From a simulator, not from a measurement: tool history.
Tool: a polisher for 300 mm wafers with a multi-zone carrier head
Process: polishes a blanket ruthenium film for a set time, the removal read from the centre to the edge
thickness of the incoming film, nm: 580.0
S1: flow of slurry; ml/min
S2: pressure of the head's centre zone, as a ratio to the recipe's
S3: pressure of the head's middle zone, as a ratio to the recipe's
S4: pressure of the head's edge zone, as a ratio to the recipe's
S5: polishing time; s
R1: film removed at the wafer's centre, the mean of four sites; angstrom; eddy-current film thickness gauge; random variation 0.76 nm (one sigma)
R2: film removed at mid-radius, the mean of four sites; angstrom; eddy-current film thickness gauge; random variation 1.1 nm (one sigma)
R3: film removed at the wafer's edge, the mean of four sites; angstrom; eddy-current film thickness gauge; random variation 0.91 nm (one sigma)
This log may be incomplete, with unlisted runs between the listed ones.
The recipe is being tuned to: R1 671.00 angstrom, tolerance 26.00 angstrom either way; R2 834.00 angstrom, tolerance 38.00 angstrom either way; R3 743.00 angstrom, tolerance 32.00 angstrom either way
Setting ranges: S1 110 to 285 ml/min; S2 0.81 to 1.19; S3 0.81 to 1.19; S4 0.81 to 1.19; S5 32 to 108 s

run,hour,S1,S2,S3,S4,S5,R1,R2,R3
1,0.0,180,1.00,1.00,1.00,70,904.92,949.39,931.83
2,4.9,180,0.95,1.00,1.00,70,899.45,928.87,935.52
3,7.8,165,0.92,1.05,1.00,66,795.19,895.94,863.65
4,9.2,120,0.92,1.05,1.00,66,754.96,860.97,827.44
5,13.1,150,0.92,1.05,1.00,66,761.43,879.57,867.00
6,22.0,140,0.92,1.06,0.96,65,765.36,880.79,801.44
7,24.1,135,0.90,1.07,0.96,64,725.16,868.29,807.66
8,25.2,130,0.90,1.07,0.95,63,720.05,846.29,783.93

Of the 4 settings listed for the next run, only one would bring every result within its allowed miss of target. Which one?
A,26.3,115,1.02,1.06,0.85,62,?,?,?
B,26.3,130,0.89,1.10,0.92,60,?,?,?
C,26.3,135,0.97,1.05,0.88,64,?,?,?
D,26.3,140,1.00,0.97,0.94,64,?,?,?

move,R1,R2,R3
A,783.14,813.98,713.50
B,673.92,824.03,724.42
C,788.44,853.87,760.40
D,817.20,810.67,787.37
A: further off than the last run
B: all results in spec
C: further off than the last run
D: further off than the last run
Go with B: it meets all targets.
